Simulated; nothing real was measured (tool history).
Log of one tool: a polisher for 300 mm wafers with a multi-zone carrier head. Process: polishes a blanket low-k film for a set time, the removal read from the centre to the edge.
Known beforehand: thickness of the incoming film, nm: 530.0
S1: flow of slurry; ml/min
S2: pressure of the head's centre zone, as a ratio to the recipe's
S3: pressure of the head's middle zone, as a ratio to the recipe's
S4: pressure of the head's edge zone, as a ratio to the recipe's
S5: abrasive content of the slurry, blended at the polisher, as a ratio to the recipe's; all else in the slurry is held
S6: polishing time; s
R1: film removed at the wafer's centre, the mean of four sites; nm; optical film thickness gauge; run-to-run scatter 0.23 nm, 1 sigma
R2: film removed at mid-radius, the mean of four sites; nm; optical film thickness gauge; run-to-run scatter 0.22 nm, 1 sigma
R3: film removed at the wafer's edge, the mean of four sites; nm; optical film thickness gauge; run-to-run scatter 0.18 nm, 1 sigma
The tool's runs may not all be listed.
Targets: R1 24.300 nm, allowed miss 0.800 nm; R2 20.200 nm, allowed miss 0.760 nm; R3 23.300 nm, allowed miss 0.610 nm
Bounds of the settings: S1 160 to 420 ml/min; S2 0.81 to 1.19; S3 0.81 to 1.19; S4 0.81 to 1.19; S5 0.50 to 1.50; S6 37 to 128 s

run 1 hour=0.0 | S1=270 S2=1.00 S3=1.00 S4=1.00 S5=1.00 S6=82 | R1=47.398 R2=46.321 R3=46.785
run 2 hour=0.9 | S1=260 S2=1.00 S3=0.95 S4=0.98 S5=0.85 S6=73 | R1=38.852 R2=35.495 R3=38.139
run 3 hour=6.3 | S1=255 S2=0.99 S3=0.93 S4=0.95 S5=0.75 S6=68 | R1=32.719 R2=30.762 R3=31.870
run 4 hour=7.3 | S1=240 S2=1.00 S3=0.90 S4=0.95 S5=0.70 S6=65 | R1=29.539 R2=26.461 R3=28.462
run 5 hour=7.9 | S1=240 S2=1.00 S3=0.90 S4=0.90 S5=0.70 S6=65 | R1=29.684 R2=26.827 R3=27.844
run 6 hour=14.0 | S1=225 S2=1.00 S3=0.88 S4=0.91 S5=0.65 S6=65 | R1=27.724 R2=24.620 R3=26.527
run 7 hour=20.3 | S1=170 S2=1.01 S3=0.81 S4=0.87 S5=0.50 S6=65 | R1=21.430 R2=16.913 R3=19.845
run 8 hour=27.6 | S1=195 S2=1.00 S3=0.81 S4=0.88 S5=0.50 S6=65 | R1=21.772 R2=17.769 R3=20.082
run 9 hour=32.8 | S1=255 S2=1.04 S3=0.82 S4=0.98 S5=0.65 S6=63 | R1=28.138 R2=22.811 R3=27.082
run 10 hour=39.4 | S1=255 S2=1.04 S3=0.82 S4=0.98 S5=0.65 S6=63 | R1=28.343 R2=23.227 R3=26.752
run 11 hour=42.7 | S1=210 S2=1.02 S3=0.81 S4=0.95 S5=0.50 S6=59 | R1=20.436 R2=16.312 R3=19.298
run 12 hour=43.2 | S1=285 S2=1.01 S3=0.82 S4=0.98 S5=0.50 S6=59 | R1=21.155 R2=17.545 R3=19.916
run 13 hour=50.7 | S1=290 S2=1.03 S3=0.84 S4=1.02 S5=0.50 S6=59 | R1=21.118 R2=17.530 R3=20.397
run 14 hour=52.7 | S1=300 S2=1.05 S3=0.86 S4=1.04 S5=0.50 S6=59 | R1=21.834 R2=18.136 R3=20.834

Which single option among these 4 for the next run brings every result within its allowed miss of target? Just one does.
run A hour=54.7 | S1=330 S2=1.07 S3=0.89 S4=1.08 S5=0.55 S6=59 | R1=? R2=? R3=?
run B hour=54.7 | S1=375 S2=1.00 S3=1.09 S4=0.84 S5=0.50 S6=56 | R1=? R2=? R3=?
run C hour=54.7 | S1=420 S2=0.87 S3=1.02 S4=1.07 S5=0.75 S6=42 | R1=? R2=? R3=?
run D hour=54.7 | S1=300 S2=0.81 S3=0.94 S4=1.19 S5=0.85 S6=41 | R1=? R2=? R3=?

move=A R1=24.280 R2=20.048 R3=23.365
move=B R1=20.165 R2=20.867 R3=18.104
move=C R1=19.019 R2=20.866 R3=21.442
move=D R1=18.409 R2=20.054 R3=23.486
A: all results land within tolerance of their targets
B: further off than the last run
C: further off than the last run
D: corrects the largest miss of the last run, while another result sits out of spec
The move that meets every target is A.

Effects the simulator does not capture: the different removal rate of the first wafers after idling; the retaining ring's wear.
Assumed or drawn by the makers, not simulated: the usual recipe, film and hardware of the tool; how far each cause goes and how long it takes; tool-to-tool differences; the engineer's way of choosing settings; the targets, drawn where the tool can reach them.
